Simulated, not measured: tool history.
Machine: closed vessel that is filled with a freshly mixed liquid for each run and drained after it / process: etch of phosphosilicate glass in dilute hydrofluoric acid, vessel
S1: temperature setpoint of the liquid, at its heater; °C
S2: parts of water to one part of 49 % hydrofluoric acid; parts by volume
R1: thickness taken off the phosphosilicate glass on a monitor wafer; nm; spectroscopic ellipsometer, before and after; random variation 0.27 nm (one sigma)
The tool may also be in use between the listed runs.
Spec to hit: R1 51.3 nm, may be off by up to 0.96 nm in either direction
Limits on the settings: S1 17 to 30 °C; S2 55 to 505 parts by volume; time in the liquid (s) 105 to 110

Run 1, hour 0: S1 22 °C, S2 280 parts by volume, time in the liquid (s) 105. Result: R1 26.114 nm.
Run 2, hour 4.6: S1 22 °C, S2 280 parts by volume, time in the liquid (s) 110. Result: R1 27.229 nm.
Run 3, hour 6.4: S1 24.5 °C, S2 255 parts by volume, time in the liquid (s) 110. Result: R1 33.499 nm.
Run 4, hour 14.7: S1 24.5 °C, S2 205 parts by volume, time in the liquid (s) 110. Result: R1 44.069 nm.
Run 5, hour 18.4: S1 24.5 °C, S2 110 parts by volume, time in the liquid (s) 110. Result: R1 91.121 nm.
Run 6, hour 27.4: S1 24.5 °C, S2 55 parts by volume, time in the liquid (s) 110. Result: R1 197.56 nm.
Run 7, hour 28.6: S1 26 °C, S2 100 parts by volume, time in the liquid (s) 110. Result: R1 109.05 nm.
Run 8, hour 29.6: S1 27 °C, S2 125 parts by volume, time in the liquid (s) 110. Result: R1 87.343 nm.
Run 9, hour 34.3: S1 27 °C, S2 125 parts by volume, time in the liquid (s) 110. Result: R1 87.674 nm.
Run 10, hour 35.9: S1 28 °C, S2 145 parts by volume, time in the liquid (s) 110. Result: R1 75.969 nm.
Run 11, hour 38.3: S1 28 °C, S2 160 parts by volume, time in the liquid (s) 110. Result: R1 67.509 nm.
Run 12, hour 45.6: S1 28 °C, S2 170 parts by volume, time in the liquid (s) 110. Result: R1 62.925 nm.
Run 13, hour 53.1: S1 24 °C, S2 175 parts by volume, time in the liquid (s) 110. Result: R1 52.382 nm.

5 candidate next runs follow, results not yet known. Just one meets every target within its allowed miss. Identify it.
Run A, hour 60.6: S1 25.5 °C, S2 180 parts by volume, time in the liquid (s) 110. Result: R1 ?.
Run B, hour 60.6: S1 25 °C, S2 185 parts by volume, time in the liquid (s) 110. Result: R1 ?.
Run C, hour 60.6: S1 21 °C, S2 155 parts by volume, time in the liquid (s) 110. Result: R1 ?.
Run D, hour 60.6: S1 23.5 °C, S2 170 parts by volume, time in the liquid (s) 110. Result: R1 ?.
Run E, hour 60.6: S1 26 °C, S2 175 parts by volume, time in the liquid (s) 105. Result: R1 ?.

move      R1
   A   53.73
   B  51.034
   C  54.037
   D  53.387
   E  54.043
A: its largest miss is bigger than the last run's
B: every result lands within tolerance
C: its largest miss is bigger than the last run's
D: its largest miss is bigger than the last run's
E: its largest miss is bigger than the last run's
The move that meets every target is B.
